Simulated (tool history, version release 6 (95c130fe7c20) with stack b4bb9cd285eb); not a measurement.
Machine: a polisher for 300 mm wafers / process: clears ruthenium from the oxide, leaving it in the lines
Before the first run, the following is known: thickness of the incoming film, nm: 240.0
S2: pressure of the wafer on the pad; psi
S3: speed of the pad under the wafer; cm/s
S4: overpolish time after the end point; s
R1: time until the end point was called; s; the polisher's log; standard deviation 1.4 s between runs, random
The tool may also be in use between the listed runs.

run 1 hour=0.0 | flow_of_slurry_(ml/min)=140 S2=2.7 S3=120 S4=5 | R1=168.49
run 2 hour=8.5 | flow_of_slurry_(ml/min)=140 S2=2.9 S3=120 S4=5 | R1=158.49
run 3 hour=16.8 | flow_of_slurry_(ml/min)=150 S2=2.9 S3=120 S4=5 | R1=157.79
run 4 hour=22.0 | flow_of_slurry_(ml/min)=175 S2=2.9 S3=120 S4=5 | R1=154.57
run 5 hour=28.3 | flow_of_slurry_(ml/min)=175 S2=2.9 S3=120 S4=5 | R1=159.01
run 6 hour=37.0 | flow_of_slurry_(ml/min)=175 S2=2.9 S3=94 S4=5 | R1=180.60

Expected results for the next run?
run 7 hour=45.7 | flow_of_slurry_(ml/min)=175 S2=3.1 S3=98 S4=5 | R1=?

Run 7 measured R1 170.24 s.
